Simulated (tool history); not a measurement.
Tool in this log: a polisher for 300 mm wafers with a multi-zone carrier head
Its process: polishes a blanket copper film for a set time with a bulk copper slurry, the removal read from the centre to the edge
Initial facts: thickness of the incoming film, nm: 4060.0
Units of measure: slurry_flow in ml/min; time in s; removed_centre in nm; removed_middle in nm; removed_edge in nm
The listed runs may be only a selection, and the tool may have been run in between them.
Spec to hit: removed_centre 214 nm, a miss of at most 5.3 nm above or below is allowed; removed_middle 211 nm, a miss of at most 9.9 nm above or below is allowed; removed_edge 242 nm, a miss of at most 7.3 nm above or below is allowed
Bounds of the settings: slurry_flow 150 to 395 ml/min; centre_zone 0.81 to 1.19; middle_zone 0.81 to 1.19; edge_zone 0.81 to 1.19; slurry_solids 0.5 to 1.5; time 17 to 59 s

run  hour  slurry_flow  centre_zone  middle_zone  edge_zone  slurry_solids  time  removed_centre  removed_middle  removed_edge
  1     0          250            1            1          1              1    38          236.18          235.67        224.91
  2   8.4          230         0.97         0.96       1.04              1    38          230.62          225.51        229.57
  3  12.7          220         0.94         0.94       1.07              1    38          225.61          212.46        229.79
  4  20.9          215         0.91         0.95        1.1           1.05    38           224.1          223.16        238.57
  5  24.8          205         0.89         0.94       1.11           1.05    38          220.35          219.48        237.84
  6  31.6          205         0.89            1       1.11           1.05    38          219.53          235.64        236.04
  7  33.4          200         0.88         0.97       1.12           1.05    38          215.39          231.85        241.95
  8  36.9          195         0.88         0.95       1.12           1.05    38          216.66          216.83        239.38

Consider the 4 candidate settings below. Which is the only one whose results all fall within their allowed miss of target?
  A  40.4          165         0.88         0.91       1.17            1.1    38               ?               ?             ?
  B  40.4          195         0.82         0.98       1.13           1.05    39               ?               ?             ?
  C  40.4          170         0.85         0.99       1.07            1.1    38               ?               ?             ?
  D  40.4          190         0.84         0.99       1.08            1.1    38               ?               ?             ?

move  removed_centre  removed_middle  removed_edge
   A          214.56          217.66        239.24
   B          212.73          238.89        241.29
   C          210.97          234.31        229.28
   D             212           236.8        232.11
A: all results in spec
B: moves away from the targets compared with the last run
C: moves away from the targets compared with the last run
D: moves away from the targets compared with the last run
The right move is A.
